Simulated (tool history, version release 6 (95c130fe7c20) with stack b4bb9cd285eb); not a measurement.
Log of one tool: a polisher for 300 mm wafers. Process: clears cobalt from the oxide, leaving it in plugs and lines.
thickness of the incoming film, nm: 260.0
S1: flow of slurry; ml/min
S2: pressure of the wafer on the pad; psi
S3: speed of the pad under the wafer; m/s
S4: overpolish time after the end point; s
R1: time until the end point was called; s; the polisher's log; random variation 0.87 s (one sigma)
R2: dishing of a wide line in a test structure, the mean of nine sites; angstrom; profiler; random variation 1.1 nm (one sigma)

run,hour,S1,S2,S3,S4,R1,R2
1,0,215,2.3,0.76,23,55.084,472.1
2,2.8,215,2.3,0.76,29,55.606,473.15
3,3.9,215,2.7,0.76,29,46.455,519.32
4,9.6,215,2.4,0.76,31,52.267,509.1
5,14.7,215,2.4,0.82,31,48.776,552.59
6,19.8,215,2.1,0.82,31,56.698,513.09
7,21.2,215,1.9,0.82,31,61.699,490.69
8,23.8,215,1.7,0.82,32,68.908,471.3

Run 9 comes next. What will it give?
9,25.3,215,1.6,0.82,33,?,?

R1: 74.373 s
R2: 470.45 angstrom
